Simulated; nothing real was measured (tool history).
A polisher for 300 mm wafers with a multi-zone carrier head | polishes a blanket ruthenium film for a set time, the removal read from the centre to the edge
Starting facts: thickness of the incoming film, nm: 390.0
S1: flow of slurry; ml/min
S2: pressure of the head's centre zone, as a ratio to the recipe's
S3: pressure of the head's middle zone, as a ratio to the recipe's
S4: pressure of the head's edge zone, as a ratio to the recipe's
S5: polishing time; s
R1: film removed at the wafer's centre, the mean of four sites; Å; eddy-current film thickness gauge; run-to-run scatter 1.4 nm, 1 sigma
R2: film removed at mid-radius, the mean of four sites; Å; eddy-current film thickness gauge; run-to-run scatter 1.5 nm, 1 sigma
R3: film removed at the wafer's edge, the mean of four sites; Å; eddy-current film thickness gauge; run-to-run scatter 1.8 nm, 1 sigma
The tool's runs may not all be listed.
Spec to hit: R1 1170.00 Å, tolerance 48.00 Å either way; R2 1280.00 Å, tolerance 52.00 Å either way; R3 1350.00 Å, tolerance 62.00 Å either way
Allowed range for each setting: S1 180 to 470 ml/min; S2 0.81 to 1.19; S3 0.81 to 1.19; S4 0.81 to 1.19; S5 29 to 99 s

run 1 hour=0.0 | S1=300 S2=1.00 S3=1.00 S4=1.00 S5=64 | R1=827.96 R2=911.73 R3=887.05
run 2 hour=1.2 | S1=300 S2=0.93 S3=1.00 S4=1.00 S5=64 | R1=771.53 R2=918.33 R3=892.00
run 3 hour=8.8 | S1=300 S2=0.95 S3=0.99 S4=1.03 S5=71 | R1=865.50 R2=1022.70 R3=1025.50
run 4 hour=14.9 | S1=305 S2=0.98 S3=0.99 S4=1.06 S5=75 | R1=946.29 R2=1063.00 R3=1046.50
run 5 hour=23.3 | S1=305 S2=0.97 S3=0.97 S4=1.06 S5=80 | R1=1014.80 R2=1126.50 R3=1113.20
run 6 hour=30.8 | S1=295 S2=0.96 S3=0.95 S4=1.09 S5=84 | R1=1023.20 R2=1151.50 R3=1216.10
run 7 hour=33.9 | S1=300 S2=0.97 S3=0.95 S4=1.10 S5=86 | R1=1060.20 R2=1205.80 R3=1266.40
run 8 hour=35.8 | S1=300 S2=0.97 S3=0.95 S4=1.10 S5=86 | R1=1094.50 R2=1210.60 R3=1210.10
run 9 hour=43.3 | S1=290 S2=0.96 S3=0.93 S4=1.10 S5=88 | R1=1113.70 R2=1188.00 R3=1271.70
run 10 hour=44.5 | S1=295 S2=0.96 S3=0.93 S4=1.11 S5=89 | R1=1083.00 R2=1224.40 R3=1305.30
run 11 hour=45.6 | S1=295 S2=0.97 S3=0.93 S4=1.11 S5=90 | R1=1135.10 R2=1237.60 R3=1286.00

5 candidate next runs follow, results not yet known. Just one meets every target within its allowed miss. Identify it.
run A hour=46.7 | S1=295 S2=0.91 S3=0.94 S4=1.14 S5=88 | R1=? R2=? R3=?
run B hour=46.7 | S1=245 S2=0.99 S3=0.96 S4=1.14 S5=93 | R1=? R2=? R3=?
run C hour=46.7 | S1=250 S2=0.91 S3=0.93 S4=1.13 S5=89 | R1=? R2=? R3=?
run D hour=46.7 | S1=355 S2=1.08 S3=1.03 S4=1.04 S5=83 | R1=? R2=? R3=?
run E hour=46.7 | S1=225 S2=0.92 S3=0.82 S4=1.05 S5=96 | R1=? R2=? R3=?

move=A R1=1027.10 R2=1243.60 R3=1253.00
move=B R1=1162.90 R2=1316.70 R3=1308.40
move=C R1=1023.10 R2=1229.70 R3=1248.60
move=D R1=1171.60 R2=1283.50 R3=1139.00
move=E R1=1103.70 R2=1184.60 R3=1290.70
A: the biggest miss grows against the last run
B: all results in spec
C: the biggest miss grows against the last run
D: the biggest miss grows against the last run
E: the worst result of the last run now meets its target, but another is out of spec
B meets every target.
